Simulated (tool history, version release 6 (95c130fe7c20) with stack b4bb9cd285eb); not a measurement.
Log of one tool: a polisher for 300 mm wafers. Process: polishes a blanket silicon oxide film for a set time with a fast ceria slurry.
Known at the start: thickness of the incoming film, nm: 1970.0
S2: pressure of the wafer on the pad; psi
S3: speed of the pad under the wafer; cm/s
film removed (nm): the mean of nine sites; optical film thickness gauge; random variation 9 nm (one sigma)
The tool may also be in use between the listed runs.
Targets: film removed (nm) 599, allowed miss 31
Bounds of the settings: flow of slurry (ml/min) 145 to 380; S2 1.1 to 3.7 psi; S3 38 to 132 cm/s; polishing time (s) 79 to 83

run 1 hour=0 | flow_of_slurry_(ml/min)=245 S2=2.4 S3=84 polishing_time_(s)=79 | film_removed_(nm)=862.32
run 2 hour=4.2 | flow_of_slurry_(ml/min)=245 S2=2.4 S3=84 polishing_time_(s)=83 | film_removed_(nm)=952.54
run 3 hour=6.6 | flow_of_slurry_(ml/min)=185 S2=2.4 S3=84 polishing_time_(s)=83 | film_removed_(nm)=929.93
run 4 hour=8.3 | flow_of_slurry_(ml/min)=185 S2=2.3 S3=84 polishing_time_(s)=83 | film_removed_(nm)=863.66
run 5 hour=9.1 | flow_of_slurry_(ml/min)=185 S2=2.3 S3=84 polishing_time_(s)=79 | film_removed_(nm)=840.15
run 6 hour=16.6 | flow_of_slurry_(ml/min)=185 S2=2.3 S3=92 polishing_time_(s)=79 | film_removed_(nm)=910.84
run 7 hour=25 | flow_of_slurry_(ml/min)=185 S2=2.2 S3=92 polishing_time_(s)=79 | film_removed_(nm)=894.39
run 8 hour=28.5 | flow_of_slurry_(ml/min)=185 S2=2.1 S3=92 polishing_time_(s)=79 | film_removed_(nm)=824.33
run 9 hour=32.3 | flow_of_slurry_(ml/min)=185 S2=2 S3=92 polishing_time_(s)=79 | film_removed_(nm)=793.78
run 10 hour=35.6 | flow_of_slurry_(ml/min)=185 S2=2 S3=92 polishing_time_(s)=79 | film_removed_(nm)=813.26
run 11 hour=40.7 | flow_of_slurry_(ml/min)=185 S2=1.9 S3=92 polishing_time_(s)=79 | film_removed_(nm)=759.4
run 12 hour=47.3 | flow_of_slurry_(ml/min)=185 S2=1.8 S3=92 polishing_time_(s)=79 | film_removed_(nm)=742.01
run 13 hour=55.9 | flow_of_slurry_(ml/min)=185 S2=1.8 S3=92 polishing_time_(s)=79 | film_removed_(nm)=730.22
run 14 hour=56.8 | flow_of_slurry_(ml/min)=185 S2=1.6 S3=92 polishing_time_(s)=79 | film_removed_(nm)=644.36

Which of these 4 next moves meets every target?
run A hour=57.7 | flow_of_slurry_(ml/min)=175 S2=1.7 S3=70 polishing_time_(s)=80 | film_removed_(nm)=?
run B hour=57.7 | flow_of_slurry_(ml/min)=185 S2=1.5 S3=82 polishing_time_(s)=79 | film_removed_(nm)=?
run C hour=57.7 | flow_of_slurry_(ml/min)=195 S2=1.4 S3=86 polishing_time_(s)=79 | film_removed_(nm)=?
run D hour=57.7 | flow_of_slurry_(ml/min)=145 S2=1.4 S3=94 polishing_time_(s)=82 | film_removed_(nm)=?

move=A film_removed_(nm)=524.58
move=B film_removed_(nm)=538.55
move=C film_removed_(nm)=530.88
move=D film_removed_(nm)=583.02
A: takes the result that was furthest off past its target
B: takes the result that was furthest off past its target
C: takes the result that was furthest off past its target
D: meets every target
Move D is the one to make.
